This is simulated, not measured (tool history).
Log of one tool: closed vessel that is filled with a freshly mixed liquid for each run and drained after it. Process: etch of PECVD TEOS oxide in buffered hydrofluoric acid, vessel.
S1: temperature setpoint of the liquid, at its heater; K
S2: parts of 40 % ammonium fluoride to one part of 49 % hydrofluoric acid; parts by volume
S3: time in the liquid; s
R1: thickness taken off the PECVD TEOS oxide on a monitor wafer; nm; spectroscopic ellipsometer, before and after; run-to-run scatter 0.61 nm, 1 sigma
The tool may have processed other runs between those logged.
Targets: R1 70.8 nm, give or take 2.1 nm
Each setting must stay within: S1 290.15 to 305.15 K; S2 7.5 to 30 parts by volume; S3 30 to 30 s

run	hour	S1	S2	S3	R1
1	0	297.15	20.5	30	38.338
2	1.1	297.15	20.5	30	39.217
3	6.3	293.65	20.5	30	32.171
4	12.6	293.65	17.5	30	37.397
5	21.2	294.65	17.5	30	39.807
6	25.5	294.65	12	30	57.498
7	33.5	295.15	12	30	58.751
8	38.6	299.15	11.5	30	77.245

Exercise: of the 4 proposed moves below, exactly one satisfies all targets within the stated allowed misses. Which move is it?
A	43.7	296.15	9	30	?
B	43.7	300.15	13	30	?
C	43.7	298.15	9	30	?
D	43.7	298.65	11	30	?

move	R1
A	80.211
B	72.182
C	89.448
D	78.389
A: the biggest miss grows against the last run
B: all results land within tolerance of their targets
C: the biggest miss grows against the last run
D: the biggest miss grows against the last run
The move that meets every target is B.
